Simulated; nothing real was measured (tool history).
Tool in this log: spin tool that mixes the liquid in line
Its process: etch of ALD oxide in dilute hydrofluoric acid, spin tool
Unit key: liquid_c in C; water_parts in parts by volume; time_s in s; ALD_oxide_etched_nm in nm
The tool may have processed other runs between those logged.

Run 1, hour 0.0: liquid_c 22.0 C, water_parts 125 parts by volume, time_s 220 s. Result: ALD_oxide_etched_nm 29.261 nm.
Run 2, hour 2.9: liquid_c 25.5 C, water_parts 125 parts by volume, time_s 220 s. Result: ALD_oxide_etched_nm 33.451 nm.
Run 3, hour 9.6: liquid_c 24.0 C, water_parts 125 parts by volume, time_s 220 s. Result: ALD_oxide_etched_nm 31.816 nm.
Run 4, hour 13.0: liquid_c 22.0 C, water_parts 135 parts by volume, time_s 220 s. Result: ALD_oxide_etched_nm 26.159 nm.
Run 5, hour 19.5: liquid_c 19.5 C, water_parts 135 parts by volume, time_s 220 s. Result: ALD_oxide_etched_nm 24.076 nm.
Run 6, hour 22.9: liquid_c 18.0 C, water_parts 135 parts by volume, time_s 220 s. Result: ALD_oxide_etched_nm 22.460 nm.

Run 7, settings as shown, results not yet in. Your forecast:
Run 7, hour 24.3: liquid_c 18.0 C, water_parts 135 parts by volume, time_s 220 s. Result: ALD_oxide_etched_nm ?.

{"run 7": {"ALD_oxide_etched_nm": 22.367}}
